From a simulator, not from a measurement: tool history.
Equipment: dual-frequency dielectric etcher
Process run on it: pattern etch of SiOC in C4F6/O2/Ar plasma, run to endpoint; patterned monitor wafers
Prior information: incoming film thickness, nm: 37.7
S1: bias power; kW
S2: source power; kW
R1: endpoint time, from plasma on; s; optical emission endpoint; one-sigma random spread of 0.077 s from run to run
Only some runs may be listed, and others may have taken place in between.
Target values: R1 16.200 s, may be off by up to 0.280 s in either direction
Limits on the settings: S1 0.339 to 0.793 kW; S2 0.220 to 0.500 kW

run 1 hour=0.0 | S1=0.566 S2=0.360 | R1=13.360
run 2 hour=4.0 | S1=0.541 S2=0.350 | R1=13.795
run 3 hour=12.3 | S1=0.519 S2=0.350 | R1=13.963
run 4 hour=15.7 | S1=0.500 S2=0.350 | R1=14.136
run 5 hour=17.6 | S1=0.500 S2=0.390 | R1=13.387
run 6 hour=25.9 | S1=0.482 S2=0.380 | R1=13.789
run 7 hour=33.9 | S1=0.466 S2=0.370 | R1=14.148
run 8 hour=40.3 | S1=0.452 S2=0.370 | R1=14.274
run 9 hour=42.0 | S1=0.439 S2=0.370 | R1=14.294
run 10 hour=45.4 | S1=0.339 S2=0.300 | R1=17.258

Exactly one of the 4 candidate moves below puts every result within its allowed miss. Which one?
run A hour=48.8 | S1=0.356 S2=0.330 | R1=?
run B hour=48.8 | S1=0.339 S2=0.270 | R1=?
run C hour=48.8 | S1=0.400 S2=0.340 | R1=?
run D hour=48.8 | S1=0.345 S2=0.270 | R1=?

move=A R1=16.222
move=B R1=18.275
move=C R1=15.431
move=D R1=18.180
A: all results in spec
B: further off than the last run
C: takes the biggest miss from the last run beyond its target
D: further off than the last run
Correct choice: A, which meets every target
